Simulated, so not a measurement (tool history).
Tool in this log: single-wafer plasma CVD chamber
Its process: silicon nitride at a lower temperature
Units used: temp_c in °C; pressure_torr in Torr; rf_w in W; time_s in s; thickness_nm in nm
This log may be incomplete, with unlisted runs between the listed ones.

run  hour  temp_c  pressure_torr  rf_w  time_s  thickness_nm
  1     0     345           1.18   320     7.8        8.7615
  2   4.6     345           1.11   315     7.8        8.6365
  3   7.3     345           1.21   315     7.8        8.7578
  4  15.2     345           1.39   315     7.8        9.0773
  5  23.4     345           1.29   310     7.8         8.848
  6  31.2     345           1.29   310     7.8         8.821

What does the tool deliver on the next run?
     32.9  -- capacitance manometer re-zeroed and calibrated
  7  32.9     345           1.21   305     7.8             ?

Run 7 measured thickness_nm 8.4577 nm.
